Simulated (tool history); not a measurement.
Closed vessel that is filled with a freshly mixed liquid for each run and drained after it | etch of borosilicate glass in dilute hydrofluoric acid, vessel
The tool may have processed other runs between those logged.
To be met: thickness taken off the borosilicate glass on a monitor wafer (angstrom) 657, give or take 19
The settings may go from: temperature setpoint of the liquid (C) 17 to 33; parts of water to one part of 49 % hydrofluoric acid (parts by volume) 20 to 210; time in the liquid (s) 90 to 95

run  hour  temperature setpoint of the liquid (C)  parts of water to one part of 49 % hydrofluoric acid (parts by volume)  time in the liquid (s)  thickness taken off the borosilicate glass on a monitor wafer (angstrom)
  1     0                                      25                                                                     115                      90                                                                    473.61
  2   7.5                                      25                                                                     145                      90                                                                    359.41
  3  14.9                                      22                                                                     145                      90                                                                    319.49
  4  24.1                                      22                                                                     145                      90                                                                    318.74
  5  32.8                                      22                                                                     145                      90                                                                    320.95
  6  40.8                                      22                                                                     145                      90                                                                    317.59
  7    42                                    25.5                                                                     135                      90                                                                    396.82
  8  49.7                                    27.5                                                                     125                      90                                                                    469.29
  9  54.4                                      29                                                                     120                      90                                                                    515.57
 10    61                                      30                                                                     115                      90                                                                    569.25

Which single option among these 5 for the next run brings every result within its allowed miss of target? Just one does.
  A  67.6                                    26.5                                                                      90                      95                                                                         ?
  B  67.6                                    29.5                                                                     100                      95                                                                         ?
  C  67.6                                      31                                                                     105                      95                                                                         ?
  D  67.6                                      32                                                                     100                      90                                                                         ?
  E  67.6                                      31                                                                     110                      95                                                                         ?

move  thickness taken off the borosilicate glass on a monitor wafer (angstrom)
   A                                                                    693.83
   B                                                                    691.12
   C                                                                     691.2
   D                                                                    718.61
   E                                                                    655.08
A: carries the result that was furthest off beyond its target, to the other side
B: carries the result that was furthest off beyond its target, to the other side
C: carries the result that was furthest off beyond its target, to the other side
D: carries the result that was furthest off beyond its target, to the other side
E: in spec on every target
Correct choice: E, which meets every target
